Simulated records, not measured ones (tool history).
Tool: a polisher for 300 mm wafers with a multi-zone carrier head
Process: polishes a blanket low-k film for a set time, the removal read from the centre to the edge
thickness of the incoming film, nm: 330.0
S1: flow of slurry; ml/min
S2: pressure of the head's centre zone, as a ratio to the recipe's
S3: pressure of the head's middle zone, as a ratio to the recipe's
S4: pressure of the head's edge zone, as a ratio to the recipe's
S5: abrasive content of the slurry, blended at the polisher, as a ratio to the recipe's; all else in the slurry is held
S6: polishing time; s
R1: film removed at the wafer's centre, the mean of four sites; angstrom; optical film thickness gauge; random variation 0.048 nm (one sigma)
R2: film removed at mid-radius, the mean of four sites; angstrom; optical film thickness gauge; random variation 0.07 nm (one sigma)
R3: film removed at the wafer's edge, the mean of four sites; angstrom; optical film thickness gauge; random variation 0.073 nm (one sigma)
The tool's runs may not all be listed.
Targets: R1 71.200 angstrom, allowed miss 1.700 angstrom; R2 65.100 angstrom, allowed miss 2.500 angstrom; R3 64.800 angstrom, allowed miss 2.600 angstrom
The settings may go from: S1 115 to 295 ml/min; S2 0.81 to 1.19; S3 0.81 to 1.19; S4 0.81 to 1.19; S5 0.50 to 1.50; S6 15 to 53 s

Run 1, hour 0.0: S1 190 ml/min, S2 1.00, S3 1.00, S4 1.00, S5 1.00, S6 34 s. Result: R1 120.400 angstrom, R2 118.750 angstrom, R3 127.390 angstrom.
Run 2, hour 7.8: S1 195 ml/min, S2 1.01, S3 1.00, S4 0.97, S5 0.90, S6 31 s. Result: R1 108.880 angstrom, R2 107.090 angstrom, R3 105.860 angstrom.
Run 3, hour 14.4: S1 150 ml/min, S2 1.01, S3 1.00, S4 0.97, S5 0.90, S6 31 s. Result: R1 104.380 angstrom, R2 103.170 angstrom, R3 105.350 angstrom.
Run 4, hour 17.2: S1 150 ml/min, S2 1.01, S3 1.00, S4 0.97, S5 0.75, S6 31 s. Result: R1 96.250 angstrom, R2 95.974 angstrom, R3 97.243 angstrom.
Run 5, hour 21.9: S1 160 ml/min, S2 1.00, S3 0.97, S4 0.95, S5 0.70, S6 30 s. Result: R1 91.375 angstrom, R2 89.429 angstrom, R3 91.795 angstrom.
Run 6, hour 24.5: S1 160 ml/min, S2 1.00, S3 0.97, S4 0.90, S5 0.70, S6 30 s. Result: R1 92.188 angstrom, R2 88.678 angstrom, R3 90.069 angstrom.
Run 7, hour 26.0: S1 175 ml/min, S2 1.00, S3 0.96, S4 0.89, S5 0.65, S6 28 s. Result: R1 84.232 angstrom, R2 79.951 angstrom, R3 83.754 angstrom.
Run 8, hour 34.3: S1 170 ml/min, S2 1.01, S3 0.97, S4 0.87, S5 0.60, S6 27 s. Result: R1 77.982 angstrom, R2 74.461 angstrom, R3 75.110 angstrom.
Run 9, hour 39.5: S1 170 ml/min, S2 1.02, S3 0.97, S4 0.86, S5 0.60, S6 27 s. Result: R1 78.816 angstrom, R2 74.852 angstrom, R3 75.767 angstrom.
Run 10, hour 40.3: S1 170 ml/min, S2 1.03, S3 0.97, S4 0.85, S5 0.60, S6 27 s. Result: R1 80.118 angstrom, R2 75.241 angstrom, R3 75.353 angstrom.
Run 11, hour 42.5: S1 170 ml/min, S2 1.03, S3 0.97, S4 0.84, S5 0.60, S6 27 s. Result: R1 78.792 angstrom, R2 74.510 angstrom, R3 74.976 angstrom.
Run 12, hour 43.3: S1 170 ml/min, S2 1.04, S3 0.97, S4 0.83, S5 0.60, S6 27 s. Result: R1 80.892 angstrom, R2 74.126 angstrom, R3 73.439 angstrom.
Run 13, hour 45.9: S1 165 ml/min, S2 1.04, S3 0.97, S4 0.83, S5 0.60, S6 27 s. Result: R1 79.162 angstrom, R2 72.855 angstrom, R3 73.732 angstrom.
Run 14, hour 47.0: S1 160 ml/min, S2 1.05, S3 0.97, S4 0.83, S5 0.60, S6 27 s. Result: R1 79.295 angstrom, R2 75.321 angstrom, R3 74.678 angstrom.
Run 15, hour 54.1: S1 210 ml/min, S2 1.04, S3 0.97, S4 0.81, S5 0.50, S6 23 s. Result: R1 65.780 angstrom, R2 59.916 angstrom, R3 58.661 angstrom.

5 next moves are on the table. One of them brings every result within its allowed miss. Which?
Run A, hour 61.2: S1 145 ml/min, S2 0.87, S3 0.93, S4 0.88, S5 0.60, S6 25 s. Result: R1 ?, R2 ?, R3 ?.
Run B, hour 61.2: S1 240 ml/min, S2 0.94, S3 0.94, S4 0.83, S5 0.65, S6 19 s. Result: R1 ?, R2 ?, R3 ?.
Run C, hour 61.2: S1 165 ml/min, S2 0.85, S3 1.05, S4 0.82, S5 0.65, S6 23 s. Result: R1 ?, R2 ?, R3 ?.
Run D, hour 61.2: S1 265 ml/min, S2 0.95, S3 0.99, S4 0.85, S5 0.55, S6 21 s. Result: R1 ?, R2 ?, R3 ?.
Run E, hour 61.2: S1 215 ml/min, S2 1.05, S3 0.94, S4 0.84, S5 0.50, S6 25 s. Result: R1 ?, R2 ?, R3 ?.

move      R1      R2      R3
   A  61.063  66.739  68.786
   B  55.783  56.590  55.389
   C  58.168  71.793  64.347
   D  58.598  61.355  57.899
   E  71.804  65.486  64.667
A: further off than the last run
B: further off than the last run
C: further off than the last run
D: further off than the last run
E: meets every target
The right move is E.

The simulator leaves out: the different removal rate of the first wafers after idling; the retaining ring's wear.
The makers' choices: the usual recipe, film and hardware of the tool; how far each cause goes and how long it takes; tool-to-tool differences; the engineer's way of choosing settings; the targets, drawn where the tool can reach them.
